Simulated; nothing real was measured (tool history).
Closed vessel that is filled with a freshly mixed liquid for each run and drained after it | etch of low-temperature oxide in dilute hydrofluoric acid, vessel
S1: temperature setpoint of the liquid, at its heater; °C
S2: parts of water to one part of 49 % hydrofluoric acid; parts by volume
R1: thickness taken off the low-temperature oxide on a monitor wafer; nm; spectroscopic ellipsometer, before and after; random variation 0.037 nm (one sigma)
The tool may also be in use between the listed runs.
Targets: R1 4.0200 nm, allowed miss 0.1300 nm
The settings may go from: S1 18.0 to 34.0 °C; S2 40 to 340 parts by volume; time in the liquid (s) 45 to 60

run 1 day=0.000 | S1=26.0 S2=190 time_in_the_liquid_(s)=60 | R1=7.5624
run 2 day=0.217 | S1=23.5 S2=190 time_in_the_liquid_(s)=60 | R1=6.8504
run 3 day=0.400 | S1=22.5 S2=200 time_in_the_liquid_(s)=60 | R1=6.2013
run 4 day=0.612 | S1=20.5 S2=200 time_in_the_liquid_(s)=60 | R1=5.7084
run 5 day=0.683 | S1=20.5 S2=200 time_in_the_liquid_(s)=60 | R1=5.8248
run 6 day=0.742 | S1=20.0 S2=210 time_in_the_liquid_(s)=60 | R1=5.3306
run 7 day=0.967 | S1=19.5 S2=215 time_in_the_liquid_(s)=60 | R1=5.0553
run 8 day=1.196 | S1=19.0 S2=220 time_in_the_liquid_(s)=60 | R1=4.8219
run 9 day=1.492 | S1=19.0 S2=225 time_in_the_liquid_(s)=60 | R1=4.6900

5 next moves are on the table. One of them brings every result within its allowed miss. Which?
run A day=1.788 | S1=22.0 S2=220 time_in_the_liquid_(s)=45 | R1=?
run B day=1.788 | S1=20.5 S2=205 time_in_the_liquid_(s)=60 | R1=?
run C day=1.788 | S1=18.0 S2=200 time_in_the_liquid_(s)=60 | R1=?
run D day=1.788 | S1=18.0 S2=205 time_in_the_liquid_(s)=60 | R1=?
run E day=1.788 | S1=19.5 S2=230 time_in_the_liquid_(s)=45 | R1=?

move=A R1=4.0144
move=B R1=5.5092
move=C R1=5.1486
move=D R1=4.9996
move=E R1=3.4603
A: meets every target
B: further off than the last run
C: further off than the last run
D: further off than the last run
E: takes the result that was furthest off past its target
Move A is the one to make.
